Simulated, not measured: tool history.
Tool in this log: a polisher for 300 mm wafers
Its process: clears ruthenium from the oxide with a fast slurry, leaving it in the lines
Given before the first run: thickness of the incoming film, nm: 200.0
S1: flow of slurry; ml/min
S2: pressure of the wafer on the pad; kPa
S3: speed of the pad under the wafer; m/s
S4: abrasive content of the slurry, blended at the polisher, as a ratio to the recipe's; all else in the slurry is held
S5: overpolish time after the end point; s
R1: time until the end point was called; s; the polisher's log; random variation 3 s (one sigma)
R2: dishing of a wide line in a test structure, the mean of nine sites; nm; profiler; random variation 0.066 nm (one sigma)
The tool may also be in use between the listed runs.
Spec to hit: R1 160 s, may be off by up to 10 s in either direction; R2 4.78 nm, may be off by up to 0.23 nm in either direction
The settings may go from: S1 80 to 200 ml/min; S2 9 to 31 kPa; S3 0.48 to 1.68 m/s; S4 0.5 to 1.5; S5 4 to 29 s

run,hour,S1,S2,S3,S4,S5,R1,R2
1,0,130,20,1.08,1,15,50.493,45.234
2,1.9,120,17.2,0.94,0.9,12,72.237,27.995
3,4.1,120,20.7,0.94,0.9,12,61.169,32.807
4,7.3,110,17.9,0.84,0.8,10,83.293,20.214
5,10,110,22.1,0.84,0.8,10,71.028,25.351
6,11.2,110,22.1,0.62,0.8,10,98.45,19.03
7,15.7,105,19.3,0.62,0.75,9,113.99,14.872
8,22.9,105,19.3,0.62,0.75,9,112.07,14.583
9,30.5,100,17.2,0.62,0.7,8,137.35,11.162
10,33.1,95,15.2,0.68,0.65,7,146.9,8.6789
11,41.2,90,13.8,0.74,0.6,6,161.88,7.0893
12,42.3,90,12.4,0.82,0.6,6,164.64,6.9665
13,45.6,90,11.7,0.88,0.6,6,163.07,6.8623
14,50.7,90,11,0.94,0.6,6,157.18,7.1375
15,56.5,90,10.3,0.96,0.6,6,163.59,6.9422
16,62.8,90,10.3,0.98,0.6,6,156.79,6.9733
17,65.5,90,10.3,0.98,0.6,6,161.23,6.9052
18,70.9,95,9.7,0.8,0.6,4,214.34,3.7509
19,72.8,95,9.7,0.8,0.6,4,210.59,3.6197

Next run, 5 choices. One meets every target within its allowed miss, the rest don't. Which?
A,74.7,130,12.4,0.72,0.65,4,?,?
B,74.7,85,9,0.76,0.5,7,?,?
C,74.7,85,9,0.62,0.6,7,?,?
D,74.7,90,9,0.72,0.55,7,?,?
E,74.7,95,9,0.7,0.55,7,?,?

move,R1,R2
A,157.53,4.7753
B,283.85,4.6406
C,292.53,4.5055
D,268.91,4.8931
E,272.13,4.8365
A: all results in spec
B: its largest miss is bigger than the last run's
C: its largest miss is bigger than the last run's
D: its largest miss is bigger than the last run's
E: its largest miss is bigger than the last run's
Go with A: it meets all targets.
